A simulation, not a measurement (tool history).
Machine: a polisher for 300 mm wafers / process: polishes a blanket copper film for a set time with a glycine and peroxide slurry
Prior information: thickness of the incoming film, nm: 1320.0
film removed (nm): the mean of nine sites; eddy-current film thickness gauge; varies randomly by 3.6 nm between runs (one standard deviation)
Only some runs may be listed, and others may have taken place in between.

| run | day | flow of slurry (ml/min) | pressure of the wafer on the pad (psi) | speed of the pad under the wafer (cm/s) | polishing time (s) | film removed (nm) |
|---|---|---|---|---|---|---|
| 1 | 0.000 | 180 | 2.9 | 94 | 49 | 253.46 |
| 2 | 0.062 | 185 | 3.2 | 94 | 49 | 272.58 |
| 3 | 0.225 | 185 | 3.2 | 94 | 44 | 246.50 |
| 4 | 0.404 | 185 | 3.5 | 94 | 44 | 264.70 |
| 5 | 0.604 | 185 | 2.9 | 94 | 44 | 227.67 |
| 6 | 0.954 | 185 | 3.3 | 96 | 44 | 257.73 |
| 7 | 1.221 | 185 | 3.3 | 96 | 44 | 251.67 |
| 8 | 1.475 | 185 | 3.6 | 102 | 44 | 288.72 |
| 9 | 1.725 | 185 | 3.9 | 104 | 44 | 309.77 |

Run 10 has not been measured yet. What should we expect?
| 10 | 1.821 | 185 | 4.1 | 106 | 44 | ? |

{"run 10": {"film removed (nm)": 331.87}}

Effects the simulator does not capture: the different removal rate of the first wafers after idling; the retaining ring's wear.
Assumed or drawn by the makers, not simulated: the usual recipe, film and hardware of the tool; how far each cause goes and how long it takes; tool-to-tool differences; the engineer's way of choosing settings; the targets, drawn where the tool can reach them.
